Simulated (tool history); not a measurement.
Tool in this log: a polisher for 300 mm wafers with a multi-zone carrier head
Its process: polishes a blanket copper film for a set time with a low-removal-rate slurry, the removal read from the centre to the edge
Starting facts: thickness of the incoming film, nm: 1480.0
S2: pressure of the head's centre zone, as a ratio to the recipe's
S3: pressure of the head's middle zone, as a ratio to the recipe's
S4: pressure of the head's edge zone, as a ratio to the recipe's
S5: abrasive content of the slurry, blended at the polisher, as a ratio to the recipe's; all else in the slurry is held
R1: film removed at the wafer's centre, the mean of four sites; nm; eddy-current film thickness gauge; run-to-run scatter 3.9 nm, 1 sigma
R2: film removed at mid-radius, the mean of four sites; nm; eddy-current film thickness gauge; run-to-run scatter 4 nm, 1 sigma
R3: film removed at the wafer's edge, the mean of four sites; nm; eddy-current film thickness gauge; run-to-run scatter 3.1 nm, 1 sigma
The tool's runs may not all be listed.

Run 1, hour 0: flow of slurry (ml/min) 265, S2 1, S3 1, S4 1, S5 1, polishing time (s) 85. Result: R1 242.46 nm, R2 233.38 nm, R3 239.56 nm.
Run 2, hour 7.8: flow of slurry (ml/min) 270, S2 1.01, S3 1.02, S4 1.02, S5 1.1, polishing time (s) 87. Result: R1 257.26 nm, R2 258.65 nm, R3 248.06 nm.
Run 3, hour 15.1: flow of slurry (ml/min) 270, S2 1.01, S3 1.02, S4 1.02, S5 1, polishing time (s) 87. Result: R1 252.74 nm, R2 252.03 nm, R3 246.25 nm.
Run 4, hour 23.1: flow of slurry (ml/min) 270, S2 1.01, S3 1.02, S4 1.02, S5 0.9, polishing time (s) 87. Result: R1 247.5 nm, R2 243.54 nm, R3 237.78 nm.
Run 5, hour 32: flow of slurry (ml/min) 270, S2 1.01, S3 0.98, S4 1.02, S5 0.9, polishing time (s) 87. Result: R1 249.31 nm, R2 238.49 nm, R3 233.6 nm.
Run 6, hour 37.2: flow of slurry (ml/min) 270, S2 1.01, S3 1.05, S4 1.02, S5 0.9, polishing time (s) 87. Result: R1 249.68 nm, R2 245.94 nm, R3 235.67 nm.
Run 7, hour 42.2: flow of slurry (ml/min) 265, S2 1.02, S3 1.03, S4 1.02, S5 1, polishing time (s) 89. Result: R1 260.66 nm, R2 253.65 nm, R3 248.36 nm.
Run 8, hour 43.9: flow of slurry (ml/min) 260, S2 1.02, S3 1.03, S4 1.02, S5 1.1, polishing time (s) 91. Result: R1 274.65 nm, R2 267.21 nm, R3 262.31 nm.

For run 9, what comes out?
Run 9, hour 47.2: flow of slurry (ml/min) 270, S2 1.04, S3 1.08, S4 1.12, S5 1.35, polishing time (s) 94. Result: R1 ?, R2 ?, R3 ?.

R1: 294.34 nm
R2: 301.93 nm
R3: 293.56 nm
